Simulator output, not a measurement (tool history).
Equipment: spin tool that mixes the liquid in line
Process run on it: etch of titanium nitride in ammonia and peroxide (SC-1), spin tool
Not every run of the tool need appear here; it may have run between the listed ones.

| run | hour | temperature setpoint of the liquid (°C) | parts of water to one part of 30 % peroxide (parts by volume) | parts of 29 % ammonia solution to one part of 30 % peroxide (parts by volume) | time under the liquid (s) | thickness taken off the titanium nitride on a monitor wafer (Å) |
|---|---|---|---|---|---|---|
| 1 | 0 | 49 | 23.5 | 0.65 | 70 | 32.835 |
| 2 | 3.9 | 43 | 23.5 | 0.65 | 70 | 21.416 |
| 3 | 4.8 | 44.5 | 23.5 | 0.65 | 70 | 23.759 |
| 4 | 12.9 | 46 | 23.5 | 0.65 | 70 | 27.059 |
| 5 | 21.3 | 47 | 23.5 | 0.65 | 70 | 28.676 |
| 6 | 25.7 | 48 | 23.5 | 0.65 | 70 | 30.794 |

The next listed run, before its measurement:
| 7 | 28 | 48.5 | 23.5 | 0.65 | 70 | ? |

Run 7 produced thickness taken off the titanium nitride on a monitor wafer (Å) 31.823.
